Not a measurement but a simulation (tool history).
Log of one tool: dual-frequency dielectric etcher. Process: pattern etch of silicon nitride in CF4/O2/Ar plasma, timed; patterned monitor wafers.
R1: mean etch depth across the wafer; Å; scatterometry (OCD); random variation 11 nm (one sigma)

{"run": 1, "hour": 0.0, "source power (kW)": 0.6, "bias power (kW)": 0.066, "Ar flow (sccm)": 133, "CF4 flow (sccm)": 86, "etch time (s)": 678, "R1": 15857}
{"run": 2, "hour": 8.6, "source power (kW)": 0.62, "bias power (kW)": 0.066, "Ar flow (sccm)": 133, "CF4 flow (sccm)": 86, "etch time (s)": 678, "R1": 16427}
{"run": 3, "hour": 14.1, "source power (kW)": 0.63, "bias power (kW)": 0.066, "Ar flow (sccm)": 133, "CF4 flow (sccm)": 86, "etch time (s)": 678, "R1": 16520}
{"run": 4, "hour": 18.9, "source power (kW)": 0.63, "bias power (kW)": 0.066, "Ar flow (sccm)": 133, "CF4 flow (sccm)": 86, "etch time (s)": 678, "R1": 16596}
{"run": 5, "hour": 27.0, "source power (kW)": 0.53, "bias power (kW)": 0.066, "Ar flow (sccm)": 133, "CF4 flow (sccm)": 86, "etch time (s)": 678, "R1": 14261}
{"run": 6, "hour": 33.0, "source power (kW)": 0.53, "bias power (kW)": 0.066, "Ar flow (sccm)": 133, "CF4 flow (sccm)": 86, "etch time (s)": 707.5, "R1": 14752}

Run 7 comes next. What will it give?
{"run": 7, "hour": 37.0, "source power (kW)": 0.56, "bias power (kW)": 0.066, "Ar flow (sccm)": 133, "CF4 flow (sccm)": 86, "etch time (s)": 707.5, "R1": "?"}

Run 7 gave R1 15535 Å.

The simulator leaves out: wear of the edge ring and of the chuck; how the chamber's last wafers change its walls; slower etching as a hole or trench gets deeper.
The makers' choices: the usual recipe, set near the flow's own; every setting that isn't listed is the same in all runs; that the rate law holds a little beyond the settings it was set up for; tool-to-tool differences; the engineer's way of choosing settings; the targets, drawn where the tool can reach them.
